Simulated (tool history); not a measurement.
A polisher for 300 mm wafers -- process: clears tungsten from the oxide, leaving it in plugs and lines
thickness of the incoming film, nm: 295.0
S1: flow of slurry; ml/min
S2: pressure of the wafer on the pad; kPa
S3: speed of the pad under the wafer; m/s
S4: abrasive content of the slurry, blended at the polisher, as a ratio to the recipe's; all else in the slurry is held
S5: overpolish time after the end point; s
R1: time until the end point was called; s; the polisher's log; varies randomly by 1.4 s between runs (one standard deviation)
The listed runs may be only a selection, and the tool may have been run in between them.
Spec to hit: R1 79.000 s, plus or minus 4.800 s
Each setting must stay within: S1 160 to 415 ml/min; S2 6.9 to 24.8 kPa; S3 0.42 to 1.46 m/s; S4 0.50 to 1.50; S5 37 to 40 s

run,day,S1,S2,S3,S4,S5,R1
1,0.000,265,15.9,0.94,1.00,37,108.390
2,0.229,265,15.9,0.78,1.00,37,125.640
3,0.442,265,12.4,0.78,1.00,37,159.660
4,0.646,220,12.4,0.78,1.00,37,161.950
5,0.958,220,12.4,0.78,1.00,40,159.240
6,1.233,220,15.2,0.80,1.00,40,135.460
7,1.446,220,17.2,0.82,1.00,40,115.760
8,1.579,220,18.6,0.84,1.00,40,105.220

Which one of the following 5 next-run settings gets every result inside its allowed miss? There is exactly one.
A,1.712,200,18.6,0.64,0.90,37,?
B,1.712,240,21.4,0.80,1.10,37,?
C,1.712,160,17.9,0.44,0.90,40,?
D,1.712,265,19.3,1.12,0.90,40,?
E,1.712,250,23.4,1.02,1.35,37,?

move,R1
A,126.370
B,88.421
C,176.000
D,75.853
E,63.885
A: the biggest miss grows against the last run
B: moves toward the targets from the last run without getting all of them in spec
C: the biggest miss grows against the last run
D: all results in spec
E: pushes the last run's worst result past its target
D is the move that brings every result within its allowed miss.
